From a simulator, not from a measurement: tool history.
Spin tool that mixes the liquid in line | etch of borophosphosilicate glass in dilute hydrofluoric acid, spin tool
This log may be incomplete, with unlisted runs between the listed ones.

run    day  temperature setpoint of the liquid (°C)  parts of water to one part of 49 % hydrofluoric acid (parts by volume)  time under the liquid (s)  thickness taken off the borophosphosilicate glass on a monitor wafer (angstrom)
  1      0                                       24                                                                     295                         25                                                                           31.462
  2  0.183                                       24                                                                     295                         25                                                                           31.266
  3  0.279                                       24                                                                     365                         25                                                                           23.823
  4  0.512                                       24                                                                     425                         25                                                                           19.462
  5  0.767                                       24                                                                     425                         20                                                                           15.516
  6  0.842                                       24                                                                     425                         20                                                                           15.391
  7  1.204                                     25.5                                                                     390                         20                                                                           18.429
  8  1.338                                       26                                                                     350                         20                                                                            21.68
  9  1.496                                       26                                                                     315                         20                                                                           24.852
 10  1.821                                       26                                                                     315                         20                                                                           24.757
 11  2.112                                       26                                                                     285                         20                                                                           28.082
 12  2.438                                       26                                                                     260                         20                                                                           31.661

Predict the results of run 13:
 13  2.671                                       26                                                                     240                         20                                                                                ?

thickness taken off the borophosphosilicate glass on a monitor wafer (angstrom): 35.301

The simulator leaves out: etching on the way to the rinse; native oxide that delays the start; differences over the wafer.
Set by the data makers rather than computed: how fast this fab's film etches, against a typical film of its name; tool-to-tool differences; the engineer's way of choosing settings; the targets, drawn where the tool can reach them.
